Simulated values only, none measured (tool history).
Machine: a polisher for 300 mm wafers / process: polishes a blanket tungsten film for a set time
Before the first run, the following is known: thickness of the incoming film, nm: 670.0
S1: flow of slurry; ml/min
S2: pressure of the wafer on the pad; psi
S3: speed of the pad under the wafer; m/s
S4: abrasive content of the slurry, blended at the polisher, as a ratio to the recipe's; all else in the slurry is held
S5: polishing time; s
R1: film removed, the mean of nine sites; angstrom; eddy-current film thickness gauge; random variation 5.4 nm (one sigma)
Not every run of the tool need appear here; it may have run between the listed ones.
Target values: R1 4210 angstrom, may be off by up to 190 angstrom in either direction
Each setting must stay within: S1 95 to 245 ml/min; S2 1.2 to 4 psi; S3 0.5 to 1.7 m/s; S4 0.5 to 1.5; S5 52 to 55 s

run,day,S1,S2,S3,S4,S5,R1
1,0,155,2.6,1.1,1,52,2221.8
2,0.204,155,2.9,1.12,1,52,2496.6
3,0.462,155,3.1,1.14,1,52,2772.4
4,0.7,155,3.3,1.16,1,52,2996
5,0.992,155,3.3,1.16,1,52,2985.7
6,1.183,155,3.4,1.18,1,52,3056
7,1.317,155,3.5,1.22,1,52,3300
8,1.412,155,3.6,1.24,1,52,3380.1
9,1.488,155,3.7,1.26,1,52,3633.6
10,1.767,155,3.8,1.28,1,52,3727.8
11,1.838,155,3.8,1.3,1,52,3779

Which one of the following 5 next-run settings gets every result inside its allowed miss? There is exactly one.
A,1.908,105,3.4,1.26,1.15,55,?
B,1.908,180,3.7,0.96,1.2,55,?
C,1.908,150,4,1.14,0.75,55,?
D,1.908,145,4,1.26,1.1,55,?
E,1.908,140,3.6,1.4,0.6,52,?

move,R1
A,3303.4
B,3049.1
C,3408
D,4066.6
E,3349.1
A: misses by more than the last run did
B: misses by more than the last run did
C: misses by more than the last run did
D: all results in spec
E: misses by more than the last run did
So the answer is move D, the one that meets all the targets.
